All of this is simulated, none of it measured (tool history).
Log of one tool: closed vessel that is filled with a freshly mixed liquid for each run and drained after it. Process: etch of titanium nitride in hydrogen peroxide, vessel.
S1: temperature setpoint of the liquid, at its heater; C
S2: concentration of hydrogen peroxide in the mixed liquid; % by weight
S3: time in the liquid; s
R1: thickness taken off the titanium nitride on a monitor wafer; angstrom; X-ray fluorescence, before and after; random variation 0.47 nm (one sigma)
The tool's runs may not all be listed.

Run 1, hour 0: S1 58 C, S2 19.5 % by weight, S3 670 s. Result: R1 280.19 angstrom.
Run 2, hour 2.3: S1 60.5 C, S2 19.5 % by weight, S3 670 s. Result: R1 323.41 angstrom.
Run 3, hour 9.1: S1 60.5 C, S2 19.5 % by weight, S3 720 s. Result: R1 348.23 angstrom.
Run 4, hour 18.1: S1 60.5 C, S2 16 % by weight, S3 720 s. Result: R1 336.8 angstrom.
Run 5, hour 22.8: S1 62 C, S2 16.5 % by weight, S3 720 s. Result: R1 369.87 angstrom.
Run 6, hour 28.9: S1 62 C, S2 16.5 % by weight, S3 670 s. Result: R1 348.11 angstrom.
Run 7, hour 34.5: S1 63 C, S2 17 % by weight, S3 680 s. Result: R1 377.88 angstrom.
Run 8, hour 35.3: S1 64 C, S2 17.5 % by weight, S3 685 s. Result: R1 412.25 angstrom.
Run 9, hour 38.2: S1 64 C, S2 17.5 % by weight, S3 685 s. Result: R1 407.86 angstrom.
Run 10, hour 45.2: S1 64.5 C, S2 18 % by weight, S3 690 s. Result: R1 433.65 angstrom.

What will run 11 give?
Run 11, hour 53: S1 65 C, S2 18 % by weight, S3 690 s. Result: R1 ?.

For run 11 the tool returned R1 443.35 angstrom.

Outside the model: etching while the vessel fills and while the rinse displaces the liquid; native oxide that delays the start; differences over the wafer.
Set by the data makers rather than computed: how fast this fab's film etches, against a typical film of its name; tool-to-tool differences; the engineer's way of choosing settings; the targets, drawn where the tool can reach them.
